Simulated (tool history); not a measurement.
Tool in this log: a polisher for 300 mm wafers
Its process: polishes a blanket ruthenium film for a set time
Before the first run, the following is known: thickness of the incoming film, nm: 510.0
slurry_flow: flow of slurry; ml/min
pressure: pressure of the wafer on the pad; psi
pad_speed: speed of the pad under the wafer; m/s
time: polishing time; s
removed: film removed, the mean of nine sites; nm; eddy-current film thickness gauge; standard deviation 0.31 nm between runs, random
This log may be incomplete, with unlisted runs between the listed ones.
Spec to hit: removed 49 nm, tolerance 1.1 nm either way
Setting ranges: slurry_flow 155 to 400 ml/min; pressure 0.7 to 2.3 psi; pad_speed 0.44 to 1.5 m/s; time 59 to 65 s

run    day  slurry_flow  pressure  pad_speed  time  removed
  1      0          255       1.5       0.96    65   58.532
  2  0.117          255       1.5       0.96    59   53.775
  3  0.329          250       1.5       0.96    59   53.489
  4  0.588          250       1.8       0.96    59   63.808
  5  0.912          240       1.7       0.96    59   60.298
  6  0.967          240       1.7       0.96    65   66.609
  7  1.254          240       1.6       0.96    65    62.64
  8  1.525          240       1.5       0.96    65   59.179
  9  1.604          245       1.4       0.96    65   54.982
 10  1.671          245       1.3       0.96    65   51.894
 11  1.854          245       1.2       0.96    65   47.929
 12   2.15          260       1.2       0.96    65   47.566
 13  2.262          255       1.2       0.96    65   47.747

Consider the 4 candidate settings below. Which is the only one whose results all fall within their allowed miss of target?
  A  2.375          230       1.1       1.08    62        ?
  B  2.375          310       1.2       1.02    59        ?
  C  2.375          235         1       1.14    63        ?
  D  2.375          270       1.2       1.02    63        ?

move  removed
   A   46.065
   B   46.775
   C   44.937
   D   49.283
A: moves away from the targets compared with the last run
B: moves away from the targets compared with the last run
C: moves away from the targets compared with the last run
D: meets every target
Correct choice: D, which meets every target
